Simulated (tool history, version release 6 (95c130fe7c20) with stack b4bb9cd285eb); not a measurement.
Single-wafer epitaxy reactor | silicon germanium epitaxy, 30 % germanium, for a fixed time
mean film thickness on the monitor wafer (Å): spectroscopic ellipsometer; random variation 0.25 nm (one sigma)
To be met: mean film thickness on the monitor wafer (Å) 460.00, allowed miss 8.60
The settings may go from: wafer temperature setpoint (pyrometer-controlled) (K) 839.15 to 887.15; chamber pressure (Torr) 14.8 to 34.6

run,hour,wafer temperature setpoint (pyrometer-controlled) (K),chamber pressure (Torr),mean film thickness on the monitor wafer (Å)
1,0.0,863.15,24.7,513.92
2,1.5,862.15,24.7,503.36
3,4.3,872.15,24.7,622.73
4,12.1,868.15,24.7,577.00
5,13.3,872.15,24.7,625.78
6,19.1,872.15,27.4,654.21
7,25.3,860.15,26.9,497.20
8,33.5,859.15,26.9,491.14
9,38.0,858.15,26.9,477.90

4 next moves are on the table. One of them brings every result within its allowed miss. Which?
A,42.5,861.15,24.9,?
B,42.5,861.15,26.4,?
C,42.5,853.15,32.3,?
D,42.5,857.15,23.8,?

move,mean film thickness on the monitor wafer (Å)
A,498.19
B,510.46
C,466.67
D,448.54
A: further off than the last run
B: further off than the last run
C: meets every target
D: takes the result that was furthest off past its target
The right move is C.
